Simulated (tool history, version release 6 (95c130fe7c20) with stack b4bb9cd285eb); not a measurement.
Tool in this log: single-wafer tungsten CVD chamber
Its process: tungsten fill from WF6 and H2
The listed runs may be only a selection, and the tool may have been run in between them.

run	day	heater temperature setpoint (K)	chamber pressure (Torr)	deposition time (s)	mean film thickness on the monitor wafer (angstrom)
1	0	643.15	33.1	11.6	207.67
2	0.1	651.15	33.1	11.6	243.22
3	0.204	661.15	33.1	11.6	289.9
4	0.346	654.15	32.7	11.6	255.83
5	0.671	649.15	32.4	11.6	231.29
6	0.862	649.15	32.4	11	219.75
7	1.175	646.15	32.3	11	207.53

What will run 8 give?
8	1.212	644.15	32.2	11	?

Run 8 measured mean film thickness on the monitor wafer (angstrom) 199.76.
